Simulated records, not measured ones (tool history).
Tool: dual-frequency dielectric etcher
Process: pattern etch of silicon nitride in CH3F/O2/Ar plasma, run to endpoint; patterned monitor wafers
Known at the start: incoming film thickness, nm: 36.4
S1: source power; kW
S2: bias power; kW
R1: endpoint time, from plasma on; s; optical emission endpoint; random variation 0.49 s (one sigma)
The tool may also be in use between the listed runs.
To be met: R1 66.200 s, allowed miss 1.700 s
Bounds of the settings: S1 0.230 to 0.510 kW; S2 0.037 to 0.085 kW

Run 1, day 0.000: S1 0.370 kW, S2 0.061 kW. Result: R1 54.331 s.
Run 2, day 0.188: S1 0.350 kW, S2 0.059 kW. Result: R1 55.792 s.
Run 3, day 0.450: S1 0.390 kW, S2 0.059 kW. Result: R1 53.669 s.
Run 4, day 0.717: S1 0.370 kW, S2 0.057 kW. Result: R1 55.468 s.
Run 5, day 1.083: S1 0.400 kW, S2 0.057 kW. Result: R1 54.079 s.
Run 6, day 1.396: S1 0.400 kW, S2 0.062 kW. Result: R1 52.180 s.
Run 7, day 1.708: S1 0.380 kW, S2 0.059 kW. Result: R1 54.903 s.
Run 8, day 1.942: S1 0.360 kW, S2 0.057 kW. Result: R1 56.567 s.
Run 9, day 2.267: S1 0.340 kW, S2 0.056 kW. Result: R1 57.395 s.

4 next moves are on the table. One of them brings every result within its allowed miss. Which?
Run A, day 2.592: S1 0.480 kW, S2 0.085 kW. Result: R1 ?.
Run B, day 2.592: S1 0.330 kW, S2 0.067 kW. Result: R1 ?.
Run C, day 2.592: S1 0.260 kW, S2 0.045 kW. Result: R1 ?.
Run D, day 2.592: S1 0.460 kW, S2 0.085 kW. Result: R1 ?.

move      R1
   A  44.427
   B  54.465
   C  66.669
   D  45.066
A: further off than the last run
B: further off than the last run
C: meets every target
D: further off than the last run
Move C is the one to make.
